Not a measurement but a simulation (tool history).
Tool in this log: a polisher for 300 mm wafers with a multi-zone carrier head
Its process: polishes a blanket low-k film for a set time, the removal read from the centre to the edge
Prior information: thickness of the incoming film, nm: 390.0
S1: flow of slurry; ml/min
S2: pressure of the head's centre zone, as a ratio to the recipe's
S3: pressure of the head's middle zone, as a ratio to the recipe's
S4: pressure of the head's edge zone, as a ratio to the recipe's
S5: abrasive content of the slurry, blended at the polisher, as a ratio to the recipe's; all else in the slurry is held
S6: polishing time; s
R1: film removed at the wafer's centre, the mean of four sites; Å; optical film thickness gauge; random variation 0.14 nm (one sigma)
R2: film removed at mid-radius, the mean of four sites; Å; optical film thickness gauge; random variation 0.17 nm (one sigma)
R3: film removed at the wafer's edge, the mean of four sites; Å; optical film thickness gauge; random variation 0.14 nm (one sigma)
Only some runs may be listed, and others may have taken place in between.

run	hour	S1	S2	S3	S4	S5	S6	R1	R2	R3
1	0	155	1	1	1	1	44	137.3	153.19	152.45
2	0.9	165	1	1	1.05	1.1	44	145.3	162.61	165.68
3	2.7	165	1	1	1.11	1.1	44	147.42	161.87	170.34
4	7.5	165	1	1	1.11	1.1	35	117.47	130.94	135.78
5	10.7	170	1	1	1.13	1.2	37	131.29	145.7	152.33
6	17	170	1	0.93	1.13	1.2	37	129.88	136.23	154.75
7	17.7	180	0.99	0.94	1.14	1.3	38	136.96	147.59	163.68

Run 8 has not been measured yet. What should we expect?
# hour 25.6: centre zone pressure recalibrated
8	25.6	175	0.99	0.95	1.15	1.35	40	?	?	?

{"run 8": {"R1": 164.96, "R2": 159.69, "R3": 175.86}}
